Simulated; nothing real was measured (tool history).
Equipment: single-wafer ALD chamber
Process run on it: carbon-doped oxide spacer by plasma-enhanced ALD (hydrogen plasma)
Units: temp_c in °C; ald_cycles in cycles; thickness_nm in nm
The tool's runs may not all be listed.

Run 1, hour 0.0: temp_c 390 °C, ald_cycles 461 cycles. Result: thickness_nm 22.170 nm.
Run 2, hour 8.7: temp_c 390 °C, ald_cycles 475 cycles. Result: thickness_nm 22.725 nm.
Run 3, hour 16.3: temp_c 390 °C, ald_cycles 498 cycles. Result: thickness_nm 24.099 nm.
Run 4, hour 25.6: temp_c 390 °C, ald_cycles 435 cycles. Result: thickness_nm 21.077 nm.
Run 5, hour 28.4: temp_c 390 °C, ald_cycles 456 cycles. Result: thickness_nm 22.050 nm.
Run 6, hour 30.6: temp_c 390 °C, ald_cycles 471 cycles. Result: thickness_nm 22.776 nm.
Run 7, hour 34.8: temp_c 390 °C, ald_cycles 482 cycles. Result: thickness_nm 23.446 nm.
Run 8, hour 37.6: temp_c 390 °C, ald_cycles 489 cycles. Result: thickness_nm 23.490 nm.
Run 9, hour 46.4: temp_c 390 °C, ald_cycles 497 cycles. Result: thickness_nm 23.948 nm.
Run 10, hour 48.7: temp_c 390 °C, ald_cycles 503 cycles. Result: thickness_nm 24.258 nm.

Run 11, settings as shown, results not yet in. Your forecast:
Run 11, hour 58.2: temp_c 390 °C, ald_cycles 507 cycles. Result: thickness_nm ?.

{"run 11": {"thickness_nm": 24.37}}
